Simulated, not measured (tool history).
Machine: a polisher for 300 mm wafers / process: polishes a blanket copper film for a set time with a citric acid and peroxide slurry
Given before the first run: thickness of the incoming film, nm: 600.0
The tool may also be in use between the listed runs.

| run | hour | flow of slurry (ml/min) | pressure of the wafer on the pad (kPa) | speed of the pad under the wafer (cm/s) | abrasive content of the slurry | polishing time (s) | film removed (Å) |
|---|---|---|---|---|---|---|---|
| 1 | 0 | 285 | 24.1 | 90 | 1 | 23 | 505.12 |
| 2 | 5.4 | 285 | 24.1 | 100 | 1 | 23 | 549.49 |
| 3 | 8.9 | 285 | 24.1 | 100 | 1.1 | 23 | 562.44 |
| 4 | 12.5 | 285 | 24.1 | 100 | 1.1 | 23 | 557.46 |
| 5 | 17.5 | 285 | 22.1 | 100 | 1.1 | 23 | 510.03 |
| 6 | 24 | 285 | 16.5 | 100 | 1.1 | 23 | 387.7 |
| 7 | 27.7 | 285 | 15.9 | 100 | 1.1 | 23 | 372.16 |

The next listed run, before its measurement:
| 8 | 29.2 | 285 | 15.9 | 100 | 1.1 | 23 | ? |

{"run 8": {"film removed (Å)": 371.92}}

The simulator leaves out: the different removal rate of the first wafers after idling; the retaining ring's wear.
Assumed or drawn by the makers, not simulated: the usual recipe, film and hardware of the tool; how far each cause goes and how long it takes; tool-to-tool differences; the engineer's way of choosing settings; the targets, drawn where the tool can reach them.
